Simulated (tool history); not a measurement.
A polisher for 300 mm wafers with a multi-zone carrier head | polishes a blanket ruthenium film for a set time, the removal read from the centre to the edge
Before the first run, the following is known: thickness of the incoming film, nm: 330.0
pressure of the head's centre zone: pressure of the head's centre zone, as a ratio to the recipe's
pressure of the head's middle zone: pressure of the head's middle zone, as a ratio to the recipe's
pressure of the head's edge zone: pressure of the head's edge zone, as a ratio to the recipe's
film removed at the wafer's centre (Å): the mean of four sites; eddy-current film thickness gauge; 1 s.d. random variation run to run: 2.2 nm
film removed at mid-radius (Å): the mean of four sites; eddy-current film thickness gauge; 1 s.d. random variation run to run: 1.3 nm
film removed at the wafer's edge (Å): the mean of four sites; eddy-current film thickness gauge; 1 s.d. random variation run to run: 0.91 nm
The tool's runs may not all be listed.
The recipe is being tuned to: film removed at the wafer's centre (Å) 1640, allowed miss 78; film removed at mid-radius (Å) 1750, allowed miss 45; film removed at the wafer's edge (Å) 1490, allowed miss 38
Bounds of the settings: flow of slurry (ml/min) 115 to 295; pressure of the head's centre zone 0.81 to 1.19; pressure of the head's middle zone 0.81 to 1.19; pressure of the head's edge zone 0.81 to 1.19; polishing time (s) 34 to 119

run,hour,flow of slurry (ml/min),pressure of the head's centre zone,pressure of the head's middle zone,pressure of the head's edge zone,polishing time (s),film removed at the wafer's centre (Å),film removed at mid-radius (Å),film removed at the wafer's edge (Å)
1,0,190,1,1,1,76,1077.8,1058.8,1024.4
2,6.3,190,1,1.07,1,76,1078.3,1123.3,1032.9
3,14.6,205,1.01,1.1,1.01,81,1197.4,1226.6,1094.7
4,16.1,205,1.01,1.1,0.97,81,1170.1,1233.9,1070.8
5,18.9,210,1.01,1.12,0.99,86,1221.3,1330.7,1162.6
6,27.4,220,1.03,1.14,1,90,1353.8,1441.5,1229.5
7,35.1,225,1.03,1.15,1.02,92,1402.9,1488.1,1260
8,43.9,225,1.03,1.16,1.04,95,1428.5,1525.1,1319.2
9,51.2,230,1.03,1.17,1.05,97,1454.7,1584.6,1359.2
10,58.8,235,1.04,1.17,1.06,98,1477.7,1596.9,1369.9
11,65.4,235,1.05,1.17,1.06,100,1502.2,1617,1411.6
12,65.9,240,1.06,1.17,1.06,101,1538.9,1668.2,1424.5
13,69,280,1.09,1.17,1.11,102,1678.3,1708.6,1501.3
14,74.4,280,1.08,1.17,1.11,102,1663,1719.8,1497.9

Exercise: of the 4 proposed moves below, exactly one satisfies all targets within the stated allowed misses. Which move is it?
A,79.8,295,1.11,1.19,1.16,97,?,?,?
B,79.8,275,1.08,1.09,1.1,106,?,?,?
C,79.8,270,1.07,1.19,1.1,103,?,?,?
D,79.8,275,1.05,1.12,1.19,104,?,?,?

move,film removed at the wafer's centre (Å),film removed at mid-radius (Å),film removed at the wafer's edge (Å)
A,1664.1,1649.5,1462.7
B,1753.4,1659.5,1551
C,1685.3,1735.7,1502.8
D,1672.6,1666.6,1580.9
A: its largest miss is bigger than the last run's
B: its largest miss is bigger than the last run's
C: every result lands within tolerance
D: its largest miss is bigger than the last run's
So the answer is move C, the one that meets all the targets.
